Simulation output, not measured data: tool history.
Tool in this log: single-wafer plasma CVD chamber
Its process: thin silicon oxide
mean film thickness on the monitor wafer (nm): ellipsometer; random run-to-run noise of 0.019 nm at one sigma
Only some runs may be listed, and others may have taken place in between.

| run | hour | heater temperature setpoint (°C) | chamber pressure (mTorr) | RF power (kW) | deposition time (s) | mean film thickness on the monitor wafer (nm) |
|---|---|---|---|---|---|---|
| 1 | 0.0 | 380 | 1020 | 0.245 | 6.45 | 13.6880 |
| 2 | 0.7 | 380 | 1020 | 0.225 | 6.45 | 13.1270 |
| 3 | 3.2 | 380 | 1170 | 0.225 | 6.45 | 14.3350 |
| 4 | 7.3 | 380 | 1170 | 0.205 | 6.45 | 13.7190 |
| 5 | 14.0 | 380 | 1320 | 0.205 | 6.45 | 14.4360 |
| 6 | 18.0 | 380 | 1320 | 0.205 | 6.45 | 14.4320 |
| 7 | 20.9 | 383 | 1220 | 0.200 | 6.41 | 13.7730 |
| 8 | 21.6 | 379 | 1140 | 0.195 | 6.37 | 13.0050 |
| 9 | 23.8 | 376 | 1070 | 0.190 | 6.34 | 12.2500 |
| 10 | 27.4 | 373 | 1010 | 0.185 | 6.31 | 11.6130 |
| 11 | 28.0 | 371 | 960 | 0.180 | 6.29 | 11.0400 |
| 12 | 30.8 | 370 | 910 | 0.180 | 6.27 | 10.5390 |
| 13 | 33.2 | 370 | 870 | 0.180 | 6.27 | 10.1610 |

Run 14 has not been measured yet. What should we expect?
| 14 | 38.9 | 370 | 840 | 0.180 | 6.27 | ? |

Run 14 yielded mean film thickness on the monitor wafer (nm) 9.8238.
